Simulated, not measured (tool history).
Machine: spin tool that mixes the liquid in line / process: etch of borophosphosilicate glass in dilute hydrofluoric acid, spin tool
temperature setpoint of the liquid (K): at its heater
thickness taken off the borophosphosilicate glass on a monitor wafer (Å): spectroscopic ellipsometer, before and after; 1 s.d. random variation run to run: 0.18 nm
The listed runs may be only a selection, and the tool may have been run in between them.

run	hour	temperature setpoint of the liquid (K)	parts of water to one part of 49 % hydrofluoric acid (parts by volume)	time under the liquid (s)	thickness taken off the borophosphosilicate glass on a monitor wafer (Å)
1	0	295.15	125	40	123.19
2	1.6	295.15	140	40	110.1
3	6.8	296.15	135	40	116.71
4	10.4	293.65	135	40	107.17
5	18.5	290.65	135	40	93.989
6	23.1	291.65	130	40	101.19
# hour 23.9: hydrofluoric acid flow meter replaced
7	23.9	292.65	125	40	126.12
8	30.5	293.65	125	40	131.39

Expected results for the next run?
9	39.1	294.65	125	40	?

Run 9 yielded thickness taken off the borophosphosilicate glass on a monitor wafer (Å) 135.83.
